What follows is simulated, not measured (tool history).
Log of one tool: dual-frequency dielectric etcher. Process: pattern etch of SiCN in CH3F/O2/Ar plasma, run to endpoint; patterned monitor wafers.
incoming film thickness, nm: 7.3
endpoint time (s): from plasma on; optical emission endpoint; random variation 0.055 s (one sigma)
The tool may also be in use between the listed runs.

Run 1, day 0.000: source power (W) 410, bias power (W) 66. Result: endpoint time (s) 19.136.
Run 2, day 0.275: source power (W) 410, bias power (W) 62. Result: endpoint time (s) 19.730.
Run 3, day 0.425: source power (W) 430, bias power (W) 64. Result: endpoint time (s) 19.041.
Run 4, day 0.667: source power (W) 460, bias power (W) 64. Result: endpoint time (s) 18.505.
Run 5, day 0.971: source power (W) 460, bias power (W) 69. Result: endpoint time (s) 17.708.
Run 6, day 1.146: source power (W) 470, bias power (W) 69. Result: endpoint time (s) 17.669.

Forecast run 7:
Run 7, day 1.175: source power (W) 480, bias power (W) 70. Result: endpoint time (s) ?.

endpoint time (s): 17.431

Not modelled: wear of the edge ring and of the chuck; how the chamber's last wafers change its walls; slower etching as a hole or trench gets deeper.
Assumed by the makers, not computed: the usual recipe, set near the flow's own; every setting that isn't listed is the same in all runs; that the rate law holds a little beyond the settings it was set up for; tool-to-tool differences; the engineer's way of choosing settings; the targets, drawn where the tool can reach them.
